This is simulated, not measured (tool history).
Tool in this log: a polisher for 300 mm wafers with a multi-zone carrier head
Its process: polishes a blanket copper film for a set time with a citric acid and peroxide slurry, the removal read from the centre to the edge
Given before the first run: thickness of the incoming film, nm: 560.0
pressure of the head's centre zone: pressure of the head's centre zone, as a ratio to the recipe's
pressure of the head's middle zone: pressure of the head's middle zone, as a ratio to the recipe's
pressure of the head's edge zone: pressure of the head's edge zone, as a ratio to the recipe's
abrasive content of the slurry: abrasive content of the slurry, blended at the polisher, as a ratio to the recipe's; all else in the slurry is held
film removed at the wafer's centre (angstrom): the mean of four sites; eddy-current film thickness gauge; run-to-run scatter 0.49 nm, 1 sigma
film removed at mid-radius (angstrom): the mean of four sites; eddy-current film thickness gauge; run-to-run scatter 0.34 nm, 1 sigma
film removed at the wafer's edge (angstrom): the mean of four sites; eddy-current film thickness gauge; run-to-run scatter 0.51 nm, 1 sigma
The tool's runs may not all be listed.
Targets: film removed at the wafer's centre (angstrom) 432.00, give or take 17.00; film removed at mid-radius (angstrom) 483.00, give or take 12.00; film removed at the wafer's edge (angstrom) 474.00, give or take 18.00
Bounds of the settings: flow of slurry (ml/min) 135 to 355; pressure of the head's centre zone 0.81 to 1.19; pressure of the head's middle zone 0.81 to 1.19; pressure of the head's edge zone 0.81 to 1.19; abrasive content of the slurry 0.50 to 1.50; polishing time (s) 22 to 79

run,hour,flow of slurry (ml/min),pressure of the head's centre zone,pressure of the head's middle zone,pressure of the head's edge zone,abrasive content of the slurry,polishing time (s),film removed at the wafer's centre (angstrom),film removed at mid-radius (angstrom),film removed at the wafer's edge (angstrom)
1,0.0,225,1.00,1.00,1.00,1.00,50,992.46,1014.00,1027.30
2,4.0,260,1.00,1.00,1.00,1.00,50,1004.90,1045.70,1028.00
3,5.2,255,0.95,0.97,0.94,0.85,41,760.91,798.05,787.30
4,12.3,255,1.01,0.97,0.94,0.85,41,805.17,800.09,777.79
5,19.8,255,1.10,0.97,0.94,0.85,41,872.75,799.68,780.16
6,22.8,255,1.10,0.97,0.94,1.05,41,931.05,840.10,823.65
7,29.2,250,1.02,0.95,0.92,0.90,36,710.88,702.33,694.38
8,32.7,250,0.97,0.93,0.89,0.75,33,596.05,599.20,607.77
9,37.9,250,0.94,0.93,0.87,0.65,31,522.43,541.62,527.78
10,39.7,230,0.91,0.92,0.85,0.65,31,498.02,537.39,530.24
11,42.6,230,0.90,0.91,0.84,0.60,31,478.57,521.29,513.47
12,45.7,190,0.87,0.89,0.81,0.50,30,413.81,460.63,445.94
13,54.6,205,0.87,0.89,0.82,0.50,30,424.84,468.28,459.59
14,58.9,210,0.87,0.89,0.82,0.50,30,426.82,462.43,459.56
15,62.5,215,0.87,0.90,0.83,0.50,30,421.09,469.62,464.98
16,70.0,215,0.87,0.90,0.83,0.50,30,417.24,469.10,461.55

Which single option among these 5 for the next run brings every result within its allowed miss of target? Just one does.
A,77.5,175,0.92,0.89,0.81,0.50,30,?,?,?
B,77.5,245,0.81,0.82,0.88,0.75,27,?,?,?
C,77.5,215,0.88,1.12,0.81,0.50,28,?,?,?
D,77.5,285,0.88,0.94,0.89,0.75,26,?,?,?
E,77.5,170,0.87,1.05,0.83,0.50,29,?,?,?

move,film removed at the wafer's centre (angstrom),film removed at mid-radius (angstrom),film removed at the wafer's edge (angstrom)
A,431.45,452.08,445.45
B,405.60,456.26,484.93
C,400.84,510.18,425.52
D,433.40,488.24,475.15
E,392.07,485.28,432.70
A: lands further from the targets than the last run did
B: lands further from the targets than the last run did
C: the result that was furthest off in the last run now lies on the other side of its target
D: meets every target
E: meets the target for the result that was furthest off, but another lies outside its allowed miss
So the answer is move D, the one that meets all the targets.
